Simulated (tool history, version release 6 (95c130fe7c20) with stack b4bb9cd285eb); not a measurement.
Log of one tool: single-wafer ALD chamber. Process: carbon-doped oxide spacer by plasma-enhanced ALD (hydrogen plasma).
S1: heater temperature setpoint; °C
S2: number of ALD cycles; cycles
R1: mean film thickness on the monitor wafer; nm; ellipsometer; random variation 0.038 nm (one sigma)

{"run": 1, "day": 0.0, "S1": 415, "S2": 379, "R1": 16.945}
{"run": 2, "day": 0.117, "S1": 409, "S2": 379, "R1": 17.173}
{"run": 3, "day": 0.412, "S1": 412, "S2": 366, "R1": 16.459}
{"run": 4, "day": 0.567, "S1": 412, "S2": 406, "R1": 18.194}
{"run": 5, "day": 0.846, "S1": 415, "S2": 387, "R1": 17.212}
{"run": 6, "day": 0.979, "S1": 415, "S2": 368, "R1": 16.395}

What does the tool deliver on the next run?
{"run": 7, "day": 1.317, "S1": 418, "S2": 360, "R1": "?"}

R1: 15.872 nm
